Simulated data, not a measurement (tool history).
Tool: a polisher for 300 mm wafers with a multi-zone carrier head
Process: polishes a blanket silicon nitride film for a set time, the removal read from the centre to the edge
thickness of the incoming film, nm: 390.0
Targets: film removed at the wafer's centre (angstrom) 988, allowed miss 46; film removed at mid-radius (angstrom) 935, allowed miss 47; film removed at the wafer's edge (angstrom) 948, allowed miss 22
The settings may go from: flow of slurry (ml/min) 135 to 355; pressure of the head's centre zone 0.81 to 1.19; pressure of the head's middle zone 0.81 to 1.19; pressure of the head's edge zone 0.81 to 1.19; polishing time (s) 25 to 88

| run | hour | flow of slurry (ml/min) | pressure of the head's centre zone | pressure of the head's middle zone | pressure of the head's edge zone | polishing time (s) | film removed at the wafer's centre (angstrom) | film removed at mid-radius (angstrom) | film removed at the wafer's edge (angstrom) |
|---|---|---|---|---|---|---|---|---|---|
| 1 | 0 | 225 | 1 | 1 | 1 | 56 | 1513.1 | 1492.9 | 1513.3 |
| 2 | 3.3 | 220 | 1 | 0.99 | 0.97 | 52 | 1419.6 | 1344.3 | 1373.7 |
| 3 | 7 | 220 | 1 | 0.99 | 0.97 | 40 | 1084.4 | 1073.9 | 1045.9 |
| 4 | 14 | 215 | 0.99 | 0.98 | 0.95 | 40 | 1060.1 | 1060.1 | 1037.8 |
| 5 | 19.4 | 215 | 0.99 | 0.91 | 0.95 | 40 | 1073.9 | 985.42 | 1043.7 |
| 6 | 24.7 | 215 | 1.06 | 0.91 | 0.95 | 40 | 1140.5 | 986.93 | 1038 |
| 7 | 25.6 | 210 | 1.04 | 0.91 | 0.93 | 40 | 1098 | 1012 | 1030.9 |
| 8 | 32.2 | 205 | 1.04 | 0.9 | 0.92 | 40 | 1085 | 975.43 | 1029.3 |
| 9 | 34 | 180 | 0.99 | 0.93 | 0.82 | 38 | 983.85 | 931.95 | 911.28 |

Which of these 5 next moves meets every target?
| A | 35.8 | 135 | 0.88 | 0.94 | 0.87 | 40 | ? | ? | ? |
| B | 35.8 | 215 | 0.89 | 0.81 | 0.86 | 41 | ? | ? | ? |
| C | 35.8 | 135 | 0.92 | 0.81 | 0.97 | 38 | ? | ? | ? |
| D | 35.8 | 140 | 0.83 | 1.07 | 0.99 | 40 | ? | ? | ? |
| E | 35.8 | 170 | 0.98 | 0.91 | 0.85 | 39 | ? | ? | ? |

| move | film removed at the wafer's centre (angstrom) | film removed at mid-radius (angstrom) | film removed at the wafer's edge (angstrom) |
|---|---|---|---|
| A | 889.91 | 909.14 | 939.04 |
| B | 1021.8 | 935.36 | 1025.4 |
| C | 876.05 | 789.76 | 939.43 |
| D | 858.52 | 996.04 | 1002.6 |
| E | 1006 | 915.57 | 941.02 |
A: brings the result that was furthest off to its target, and leaves another outside
B: takes the result that was furthest off past its target
C: brings the result that was furthest off to its target, and leaves another outside
D: takes the result that was furthest off past its target
E: meets every target
Answer: E
